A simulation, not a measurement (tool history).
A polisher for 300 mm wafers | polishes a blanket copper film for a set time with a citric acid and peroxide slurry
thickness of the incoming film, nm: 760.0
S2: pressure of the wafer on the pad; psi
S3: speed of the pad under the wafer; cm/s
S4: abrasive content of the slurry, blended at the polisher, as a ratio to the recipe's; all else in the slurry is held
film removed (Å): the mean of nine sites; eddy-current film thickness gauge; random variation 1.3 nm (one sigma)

Run 1, hour 0.0: flow of slurry (ml/min) 205, S2 3.1 psi, S3 114 cm/s, S4 1.00, polishing time (s) 50. Result: film removed (Å) 1465.8.
Run 2, hour 5.3: flow of slurry (ml/min) 205, S2 3.1 psi, S3 114 cm/s, S4 1.00, polishing time (s) 50. Result: film removed (Å) 1464.3.
Run 3, hour 10.1: flow of slurry (ml/min) 205, S2 2.5 psi, S3 114 cm/s, S4 1.00, polishing time (s) 50. Result: film removed (Å) 1191.7.
Run 4, hour 12.6: flow of slurry (ml/min) 205, S2 2.5 psi, S3 114 cm/s, S4 1.00, polishing time (s) 53. Result: film removed (Å) 1236.8.
Run 5, hour 19.9: flow of slurry (ml/min) 205, S2 2.5 psi, S3 114 cm/s, S4 1.15, polishing time (s) 53. Result: film removed (Å) 1295.2.
Run 6, hour 24.3: flow of slurry (ml/min) 210, S2 2.8 psi, S3 114 cm/s, S4 1.15, polishing time (s) 53. Result: film removed (Å) 1461.2.
Run 7, hour 29.0: flow of slurry (ml/min) 220, S2 3.0 psi, S3 114 cm/s, S4 1.15, polishing time (s) 53. Result: film removed (Å) 1543.6.
Run 8, hour 29.5: flow of slurry (ml/min) 220, S2 3.2 psi, S3 114 cm/s, S4 1.15, polishing time (s) 53. Result: film removed (Å) 1645.0.
Run 9, hour 33.6: flow of slurry (ml/min) 220, S2 3.2 psi, S3 114 cm/s, S4 1.15, polishing time (s) 53. Result: film removed (Å) 1675.4.
Run 10, hour 37.8: flow of slurry (ml/min) 220, S2 3.3 psi, S3 114 cm/s, S4 1.15, polishing time (s) 53. Result: film removed (Å) 1710.7.

The next listed run, before its measurement:
Run 11, hour 40.8: flow of slurry (ml/min) 220, S2 3.4 psi, S3 114 cm/s, S4 1.15, polishing time (s) 53. Result: film removed (Å) ?.

{"run 11": {"film removed (Å)": 1757.9}}
